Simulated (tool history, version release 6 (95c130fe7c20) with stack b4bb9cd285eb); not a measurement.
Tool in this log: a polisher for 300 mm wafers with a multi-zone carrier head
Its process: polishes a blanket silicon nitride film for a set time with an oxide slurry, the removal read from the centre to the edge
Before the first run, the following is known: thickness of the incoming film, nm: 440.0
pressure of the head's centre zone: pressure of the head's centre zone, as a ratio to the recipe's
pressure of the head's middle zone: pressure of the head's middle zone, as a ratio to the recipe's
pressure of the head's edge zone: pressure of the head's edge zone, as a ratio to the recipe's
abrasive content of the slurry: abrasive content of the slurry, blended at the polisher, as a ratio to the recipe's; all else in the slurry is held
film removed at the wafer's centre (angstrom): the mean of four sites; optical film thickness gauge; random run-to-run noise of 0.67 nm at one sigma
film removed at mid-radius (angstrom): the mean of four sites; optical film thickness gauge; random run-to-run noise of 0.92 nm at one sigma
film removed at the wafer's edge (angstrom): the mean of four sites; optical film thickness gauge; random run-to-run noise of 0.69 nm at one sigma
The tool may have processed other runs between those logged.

| run | hour | flow of slurry (ml/min) | pressure of the head's centre zone | pressure of the head's middle zone | pressure of the head's edge zone | abrasive content of the slurry | polishing time (s) | film removed at the wafer's centre (angstrom) | film removed at mid-radius (angstrom) | film removed at the wafer's edge (angstrom) |
|---|---|---|---|---|---|---|---|---|---|---|
| 1 | 0.0 | 260 | 1.00 | 1.00 | 1.00 | 1.00 | 70 | 697.45 | 708.98 | 696.39 |
| 2 | 0.9 | 275 | 1.02 | 1.05 | 1.03 | 1.10 | 70 | 743.96 | 763.20 | 741.30 |
| 3 | 8.7 | 285 | 1.03 | 1.09 | 1.03 | 1.20 | 70 | 785.36 | 804.84 | 772.97 |
| 4 | 10.7 | 285 | 1.03 | 1.09 | 1.03 | 1.10 | 70 | 763.93 | 785.70 | 742.91 |
| 5 | 13.8 | 285 | 0.95 | 1.09 | 1.03 | 1.10 | 70 | 703.07 | 778.82 | 725.45 |
| 6 | 18.0 | 285 | 0.95 | 1.09 | 1.09 | 1.10 | 70 | 709.06 | 793.22 | 752.14 |
| 7 | 20.2 | 295 | 0.97 | 1.12 | 1.06 | 1.20 | 71 | 762.75 | 844.12 | 778.19 |

Run 8 comes next. What will it give?
| 8 | 29.0 | 305 | 0.98 | 1.14 | 1.06 | 1.25 | 71 | ? | ? | ? |

{"run 8": {"film removed at the wafer's centre (angstrom)": 780.49, "film removed at mid-radius (angstrom)": 881.54, "film removed at the wafer's edge (angstrom)": 799.3}}
